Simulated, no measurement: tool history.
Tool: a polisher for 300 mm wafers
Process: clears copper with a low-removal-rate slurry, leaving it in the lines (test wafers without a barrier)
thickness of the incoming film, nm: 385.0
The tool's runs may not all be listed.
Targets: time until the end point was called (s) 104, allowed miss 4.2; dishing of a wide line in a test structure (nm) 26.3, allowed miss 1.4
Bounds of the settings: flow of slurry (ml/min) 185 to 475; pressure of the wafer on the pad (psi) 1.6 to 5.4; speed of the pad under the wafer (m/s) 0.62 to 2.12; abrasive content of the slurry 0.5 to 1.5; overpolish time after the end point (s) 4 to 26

run	hour	flow of slurry (ml/min)	pressure of the wafer on the pad (psi)	speed of the pad under the wafer (m/s)	abrasive content of the slurry	overpolish time after the end point (s)	time until the end point was called (s)	dishing of a wide line in a test structure (nm)
1	0	305	3.5	1.36	1	13	77.873	46.603
2	8.1	240	3.5	1.36	1	13	80.209	46.165
3	14.2	245	3.3	1.36	1	12	83.006	40.488
4	17.4	245	3.1	1.36	1	12	90.971	39.067
5	21.4	245	3.1	1.36	1.1	12	87.983	38.71
6	26.8	210	3.1	1.36	1.1	12	89.669	38.538
7	32.7	215	3	1.36	1.1	11	93.077	34.118
8	33.3	220	2.9	1.36	1.1	11	96.141	34.162
9	34.1	225	2.9	1.36	1.1	10	93.395	30.609
10	40.3	225	2.4	1.36	1.1	9	115.07	23.228
11	45.5	225	2.5	1.36	1.1	9	106.78	24.7

Which of these 4 next moves meets every target?
A	50.7	305	2.7	1.3	0.85	8	?	?
B	50.7	260	2.3	1.54	1.1	9	?	?
C	50.7	215	2.7	1.32	1.15	8	?	?
D	50.7	210	2.2	1.64	1.15	8	?	?

move	time until the end point was called (s)	dishing of a wide line in a test structure (nm)
A	109.35	22.66
B	104.99	26.063
C	106.33	23.256
D	105.12	23.337
A: further off than the last run
B: meets every target
C: further off than the last run
D: further off than the last run
Answer: B
